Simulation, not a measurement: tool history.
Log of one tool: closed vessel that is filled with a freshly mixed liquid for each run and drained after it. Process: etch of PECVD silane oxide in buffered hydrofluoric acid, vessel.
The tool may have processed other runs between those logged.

run  hour  temperature setpoint of the liquid (°C)  parts of 40 % ammonium fluoride to one part of 49 % hydrofluoric acid (parts by volume)  time in the liquid (s)  thickness taken off the PECVD silane oxide on a monitor wafer (nm)
  1     0                                       21                                                                                     20.5                      35                                                              29.155
  2   9.1                                     18.5                                                                                     20.5                      35                                                              25.444
  3  11.2                                     18.5                                                                                       25                      35                                                              22.104
  4  17.5                                     18.5                                                                                       21                      35                                                              24.985
  5  20.1                                     18.5                                                                                       21                      35                                                              24.913
  6  22.2                                       21                                                                                       21                      35                                                               28.82
  7  25.4                                       20                                                                                       22                      35                                                              26.345
  8  31.8                                     19.5                                                                                     22.5                      35                                                              25.246
  9    40                                       19                                                                                       23                      35                                                              24.159
 10  46.4                                     18.5                                                                                     23.5                      35                                                              23.163
 11  54.7                                       18                                                                                       24                      35                                                              22.177

Expected results for the next run?
 12  58.7                                       18                                                                                     24.5                      35                                                                   ?

{"run 12": {"thickness taken off the PECVD silane oxide on a monitor wafer (nm)": 21.857}}
